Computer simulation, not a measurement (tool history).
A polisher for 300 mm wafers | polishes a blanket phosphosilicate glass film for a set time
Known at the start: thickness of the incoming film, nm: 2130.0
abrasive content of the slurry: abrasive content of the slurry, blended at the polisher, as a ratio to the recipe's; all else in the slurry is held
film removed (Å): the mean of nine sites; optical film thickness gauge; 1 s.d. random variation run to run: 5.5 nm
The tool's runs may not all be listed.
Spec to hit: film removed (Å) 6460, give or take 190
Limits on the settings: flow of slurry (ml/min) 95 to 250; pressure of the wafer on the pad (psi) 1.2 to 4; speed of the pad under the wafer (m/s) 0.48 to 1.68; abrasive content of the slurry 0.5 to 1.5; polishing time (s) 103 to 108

run,hour,flow of slurry (ml/min),pressure of the wafer on the pad (psi),speed of the pad under the wafer (m/s),abrasive content of the slurry,polishing time (s),film removed (Å)
1,0,160,2.6,1.08,1,103,7438.2
2,2.1,160,2.6,1.08,1,108,7910.1
3,3.4,145,2.6,1.08,1,108,7807.8
4,8.9,145,2.6,1.08,1,108,7689.1
5,17.9,145,2.6,1.32,1,108,9015.3
6,22.9,145,2.6,1.32,1.2,108,9941.8
7,31.7,140,2.3,1.32,1.2,108,8820.3
8,40.3,125,1.6,1.3,1.2,108,6065.9
9,45.6,130,1.6,1.3,1.2,108,6050.3
10,50.9,135,1.6,1.3,1.2,108,6105.3
11,53.9,140,1.6,1.3,1.2,108,6094.6

Exercise: of the 5 proposed moves below, exactly one satisfies all targets within the stated allowed misses. Which move is it?
A,56.9,140,1.7,1.44,1,108,?
B,56.9,145,1.6,1.32,1.25,105,?
C,56.9,95,2,1.22,1.3,108,?
D,56.9,155,1.7,1.38,1.2,108,?
E,56.9,115,2.3,1.26,0.9,106,?

move,film removed (Å)
A,6439.5
B,6124.9
C,6964.6
D,6861.1
E,6992.3
A: in spec on every target
B: moves toward the targets from the last run without getting all of them in spec
C: takes the result that was furthest off past its target
D: takes the result that was furthest off past its target
E: takes the result that was furthest off past its target
Go with A: it meets all targets.

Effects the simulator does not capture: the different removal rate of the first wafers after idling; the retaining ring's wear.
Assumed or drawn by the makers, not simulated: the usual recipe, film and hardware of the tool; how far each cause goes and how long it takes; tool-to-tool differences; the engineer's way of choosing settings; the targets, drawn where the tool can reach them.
